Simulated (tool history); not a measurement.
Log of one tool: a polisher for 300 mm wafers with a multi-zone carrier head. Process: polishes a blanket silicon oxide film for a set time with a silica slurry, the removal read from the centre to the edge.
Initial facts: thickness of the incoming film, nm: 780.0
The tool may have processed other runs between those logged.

run,hour,flow of slurry (ml/min),pressure of the head's centre zone,pressure of the head's middle zone,pressure of the head's edge zone,abrasive content of the slurry,polishing time (s),film removed at the wafer's centre (nm),film removed at mid-radius (nm),film removed at the wafer's edge (nm)
1,0.0,290,1.00,1.00,1.00,1.00,55,193.67,198.13,197.77
2,0.9,295,1.05,1.00,1.00,1.15,56,218.44,208.55,211.32
3,7.2,300,1.08,1.01,1.00,1.25,58,237.69,223.96,216.64
4,13.4,300,1.10,1.00,1.01,1.30,61,249.92,232.71,234.37
5,20.3,310,1.12,0.99,0.99,1.35,63,280.54,244.23,240.21
6,26.4,310,1.19,0.99,0.99,1.35,63,288.83,247.57,244.74
7,29.5,315,1.19,0.99,0.99,1.40,64,294.71,243.22,250.44
8,30.2,315,1.19,1.00,0.98,1.40,65,302.57,249.64,252.68

Run 9 has not been measured yet. What should we expect?
9,37.7,315,1.19,1.02,0.98,1.45,66,?,?,?

Run 9 produced film removed at the wafer's centre (nm) 306.55, film removed at mid-radius (nm) 264.66, film removed at the wafer's edge (nm) 261.38.

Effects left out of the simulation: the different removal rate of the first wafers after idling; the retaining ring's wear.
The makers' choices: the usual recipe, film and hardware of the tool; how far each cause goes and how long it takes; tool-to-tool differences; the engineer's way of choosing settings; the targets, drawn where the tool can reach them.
